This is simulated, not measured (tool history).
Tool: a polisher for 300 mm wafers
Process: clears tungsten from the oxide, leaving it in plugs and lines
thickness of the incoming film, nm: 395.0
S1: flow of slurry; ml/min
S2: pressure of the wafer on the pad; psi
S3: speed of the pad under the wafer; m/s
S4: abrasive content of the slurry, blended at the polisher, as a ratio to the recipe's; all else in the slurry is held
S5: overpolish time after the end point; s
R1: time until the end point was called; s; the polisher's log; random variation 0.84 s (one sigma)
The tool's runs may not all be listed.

Run 1, hour 0: S1 265 ml/min, S2 3.2 psi, S3 0.96 m/s, S4 1, S5 25 s. Result: R1 148.76 s.
Run 2, hour 7.7: S1 325 ml/min, S2 3.2 psi, S3 0.96 m/s, S4 1, S5 25 s. Result: R1 148.1 s.
Run 3, hour 12.4: S1 325 ml/min, S2 2.6 psi, S3 0.96 m/s, S4 1, S5 25 s. Result: R1 166.57 s.
Run 4, hour 16.9: S1 275 ml/min, S2 2.6 psi, S3 0.96 m/s, S4 1, S5 25 s. Result: R1 164.47 s.
Run 5, hour 18: S1 275 ml/min, S2 2.6 psi, S3 0.96 m/s, S4 1, S5 25 s. Result: R1 165.03 s.
Run 6, hour 25.3: S1 275 ml/min, S2 2.6 psi, S3 0.96 m/s, S4 1, S5 25 s. Result: R1 167.82 s.
At hour 26: slurry tank refilled with fresh slurry and peroxide.
Run 7, hour 26: S1 275 ml/min, S2 3.2 psi, S3 1.04 m/s, S4 1, S5 25 s. Result: R1 118.39 s.
Run 8, hour 31.5: S1 275 ml/min, S2 3.6 psi, S3 1.04 m/s, S4 1, S5 25 s. Result: R1 107.52 s.
Run 9, hour 33.2: S1 275 ml/min, S2 3.9 psi, S3 1.04 m/s, S4 1, S5 25 s. Result: R1 104.83 s.
Run 10, hour 34.1: S1 275 ml/min, S2 3.9 psi, S3 1.04 m/s, S4 1, S5 25 s. Result: R1 104.26 s.
Run 11, hour 35.6: S1 275 ml/min, S2 4.2 psi, S3 1.06 m/s, S4 1, S5 25 s. Result: R1 96.12 s.

Run 12 comes next. What will it give?
Run 12, hour 43.6: S1 275 ml/min, S2 4.4 psi, S3 1.08 m/s, S4 1, S5 25 s. Result: R1 ?.

{"run 12": {"R1": 92.33}}
